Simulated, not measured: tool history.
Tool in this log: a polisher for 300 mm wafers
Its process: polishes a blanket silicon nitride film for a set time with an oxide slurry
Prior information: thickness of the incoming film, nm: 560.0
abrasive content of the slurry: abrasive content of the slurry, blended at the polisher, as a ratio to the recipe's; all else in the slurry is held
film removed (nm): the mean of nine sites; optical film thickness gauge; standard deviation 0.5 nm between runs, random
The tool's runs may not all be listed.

run	hour	flow of slurry (ml/min)	pressure of the wafer on the pad (kPa)	speed of the pad under the wafer (cm/s)	abrasive content of the slurry	polishing time (s)	film removed (nm)
1	0	200	31.7	100	1	39	22.308
2	8.2	200	35.2	104	1	39	25.019
3	9.8	200	37.9	108	1	39	26.509
4	14.1	200	37.9	108	0.8	39	23.8
5	22.3	155	37.9	108	0.8	39	23.279
6	31.1	155	40	118	0.8	39	25.392
7	32.4	165	42.1	126	0.85	39	28.783
8	35.4	170	43.4	132	0.9	39	30.68
9	41.9	190	49.6	158	1.15	39	43.855

Expected results for the next run?
10	44.7	195	49.6	158	1.15	39	?

film removed (nm): 43.082
